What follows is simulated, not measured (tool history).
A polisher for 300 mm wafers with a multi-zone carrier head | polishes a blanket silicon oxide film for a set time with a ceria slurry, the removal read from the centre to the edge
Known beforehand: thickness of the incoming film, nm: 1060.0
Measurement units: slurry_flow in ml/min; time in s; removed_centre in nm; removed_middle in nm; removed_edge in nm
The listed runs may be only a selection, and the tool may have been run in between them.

run	hour	slurry_flow	centre_zone	middle_zone	edge_zone	time	removed_centre	removed_middle	removed_edge
1	0	205	1	1	1	62	164.17	169.56	171.88
2	7.1	180	1	1	1	62	162.81	165.41	171.66
3	11.6	180	1	1	1	72	190.82	192.94	196.73
4	13.4	195	0.98	1.03	1.03	73	193.42	205.96	205.6
5	14.6	220	0.98	1.03	1.03	73	195.8	206.59	207.82
6	21.1	225	0.96	1.06	1.04	73	190.84	211.63	208.68
7	25.7	230	0.95	1.09	1.05	73	192.75	215.38	207.41
8	33.2	235	0.93	1.11	1.06	74	188.08	224.73	217.9

What does the tool deliver on the next run?
9	34.4	240	0.93	1.13	1.06	74	?	?	?

{"run 9": {"removed_centre": 191.05, "removed_middle": 231.52, "removed_edge": 216.52}}

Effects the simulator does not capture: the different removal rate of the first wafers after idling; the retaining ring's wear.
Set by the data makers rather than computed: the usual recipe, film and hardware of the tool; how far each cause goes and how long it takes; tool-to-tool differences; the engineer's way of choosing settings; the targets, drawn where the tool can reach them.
